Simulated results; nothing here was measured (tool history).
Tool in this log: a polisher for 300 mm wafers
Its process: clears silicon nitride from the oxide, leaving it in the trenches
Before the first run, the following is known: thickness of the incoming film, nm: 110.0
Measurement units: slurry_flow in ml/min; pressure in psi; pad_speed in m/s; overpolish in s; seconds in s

{"run": 1, "day": 0.0, "slurry_flow": 145, "pressure": 3.2, "pad_speed": 1.06, "overpolish": 4, "seconds": 110.69}
{"run": 2, "day": 0.238, "slurry_flow": 145, "pressure": 2.5, "pad_speed": 1.06, "overpolish": 4, "seconds": 137.92}
{"run": 3, "day": 0.375, "slurry_flow": 150, "pressure": 2.5, "pad_speed": 1.06, "overpolish": 4, "seconds": 136.96}
{"run": 4, "day": 0.712, "slurry_flow": 150, "pressure": 3.2, "pad_speed": 1.06, "overpolish": 4, "seconds": 107.7}
{"run": 5, "day": 0.8, "slurry_flow": 150, "pressure": 3.2, "pad_speed": 1.06, "overpolish": 4, "seconds": 108.65}
{"run": 6, "day": 1.088, "slurry_flow": 145, "pressure": 3.2, "pad_speed": 1.06, "overpolish": 4, "seconds": 109.31}

What will run 7 give?
{"run": 7, "day": 1.283, "slurry_flow": 140, "pressure": 3.1, "pad_speed": 1.06, "overpolish": 4, "seconds": "?"}

seconds: 112.56 s

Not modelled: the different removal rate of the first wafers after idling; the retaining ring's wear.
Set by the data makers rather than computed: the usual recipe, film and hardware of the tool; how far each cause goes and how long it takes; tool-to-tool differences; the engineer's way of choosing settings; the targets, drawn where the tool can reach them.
